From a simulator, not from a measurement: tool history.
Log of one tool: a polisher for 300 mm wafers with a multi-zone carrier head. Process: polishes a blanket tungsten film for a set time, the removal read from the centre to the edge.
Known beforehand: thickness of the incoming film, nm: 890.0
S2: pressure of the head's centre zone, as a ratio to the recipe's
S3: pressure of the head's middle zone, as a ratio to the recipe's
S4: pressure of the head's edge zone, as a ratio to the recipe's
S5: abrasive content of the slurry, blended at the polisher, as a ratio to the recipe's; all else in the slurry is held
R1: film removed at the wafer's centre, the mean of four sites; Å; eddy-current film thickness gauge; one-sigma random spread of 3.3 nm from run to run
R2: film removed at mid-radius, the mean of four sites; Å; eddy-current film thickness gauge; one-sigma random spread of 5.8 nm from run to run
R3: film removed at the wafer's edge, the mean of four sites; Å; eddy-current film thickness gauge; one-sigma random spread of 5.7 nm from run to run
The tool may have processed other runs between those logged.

Run 1, hour 0: flow of slurry (ml/min) 305, S2 1, S3 1, S4 1, S5 1, polishing time (s) 68. Result: R1 2819.6 Å, R2 2835.8 Å, R3 2837.4 Å.
Run 2, hour 5.8: flow of slurry (ml/min) 305, S2 0.94, S3 1, S4 1, S5 1, polishing time (s) 68. Result: R1 2668.6 Å, R2 2836.3 Å, R3 2785.5 Å.
Run 3, hour 6.9: flow of slurry (ml/min) 300, S2 0.93, S3 1, S4 1.02, S5 1.05, polishing time (s) 71. Result: R1 2743.1 Å, R2 3010.2 Å, R3 3009.7 Å.
Run 4, hour 10.3: flow of slurry (ml/min) 295, S2 0.94, S3 1, S4 1.03, S5 1.1, polishing time (s) 73. Result: R1 2904.7 Å, R2 3045.7 Å, R3 3093.5 Å.
Run 5, hour 18.8: flow of slurry (ml/min) 300, S2 0.93, S3 1, S4 1.05, S5 1.15, polishing time (s) 75. Result: R1 3011.9 Å, R2 3255.4 Å, R3 3207 Å.
Run 6, hour 20.7: flow of slurry (ml/min) 290, S2 0.92, S3 0.99, S4 1.06, S5 1.2, polishing time (s) 78. Result: R1 3111.8 Å, R2 3358.4 Å, R3 3460.5 Å.
Run 7, hour 24.1: flow of slurry (ml/min) 285, S2 0.92, S3 0.99, S4 1.07, S5 1.25, polishing time (s) 80. Result: R1 3193.9 Å, R2 3446.1 Å, R3 3505.3 Å.
Run 8, hour 32.2: flow of slurry (ml/min) 285, S2 0.91, S3 0.98, S4 1.08, S5 1.25, polishing time (s) 82. Result: R1 3271.2 Å, R2 3602.7 Å, R3 3669.6 Å.

Run 9 has not been measured yet. What should we expect?
Run 9, hour 36.1: flow of slurry (ml/min) 295, S2 0.91, S3 0.93, S4 1.18, S5 1.5, polishing time (s) 91. Result: R1 ?, R2 ?, R3 ?.

Run 9 measured R1 3833.8 Å, R2 3980.8 Å, R3 4563.1 Å.
